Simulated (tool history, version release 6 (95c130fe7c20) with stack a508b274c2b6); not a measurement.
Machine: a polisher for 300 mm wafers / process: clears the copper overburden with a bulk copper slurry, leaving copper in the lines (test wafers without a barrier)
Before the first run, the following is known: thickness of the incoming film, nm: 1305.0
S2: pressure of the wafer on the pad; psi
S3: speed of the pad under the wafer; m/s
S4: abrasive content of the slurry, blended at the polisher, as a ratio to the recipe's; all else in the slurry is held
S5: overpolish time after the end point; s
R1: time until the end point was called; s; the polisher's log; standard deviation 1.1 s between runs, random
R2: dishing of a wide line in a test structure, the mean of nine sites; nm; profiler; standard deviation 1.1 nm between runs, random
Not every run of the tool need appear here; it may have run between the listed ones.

Run 1, hour 0.0: flow of slurry (ml/min) 210, S2 1.8 psi, S3 1.36 m/s, S4 1.0, S5 29 s. Result: R1 172.78 s, R2 84.560 nm.
Run 2, hour 2.8: flow of slurry (ml/min) 210, S2 1.5 psi, S3 1.36 m/s, S4 1.0, S5 29 s. Result: R1 210.07 s, R2 75.079 nm.
Run 3, hour 11.4: flow of slurry (ml/min) 215, S2 1.6 psi, S3 1.36 m/s, S4 1.0, S5 28 s. Result: R1 192.09 s, R2 76.552 nm.
Run 4, hour 19.1: flow of slurry (ml/min) 215, S2 1.6 psi, S3 1.36 m/s, S4 1.1, S5 28 s. Result: R1 188.87 s, R2 78.568 nm.
Run 5, hour 22.5: flow of slurry (ml/min) 195, S2 1.6 psi, S3 1.36 m/s, S4 1.1, S5 28 s. Result: R1 191.28 s, R2 76.621 nm.
Run 6, hour 27.6: flow of slurry (ml/min) 200, S2 1.7 psi, S3 1.36 m/s, S4 1.1, S5 27 s. Result: R1 178.40 s, R2 80.847 nm.

The next listed run, before its measurement:
Run 7, hour 35.4: flow of slurry (ml/min) 205, S2 1.8 psi, S3 1.36 m/s, S4 1.1, S5 26 s. Result: R1 ?, R2 ?.

{"run 7": {"R1": 174.68, "R2": 81.909}}

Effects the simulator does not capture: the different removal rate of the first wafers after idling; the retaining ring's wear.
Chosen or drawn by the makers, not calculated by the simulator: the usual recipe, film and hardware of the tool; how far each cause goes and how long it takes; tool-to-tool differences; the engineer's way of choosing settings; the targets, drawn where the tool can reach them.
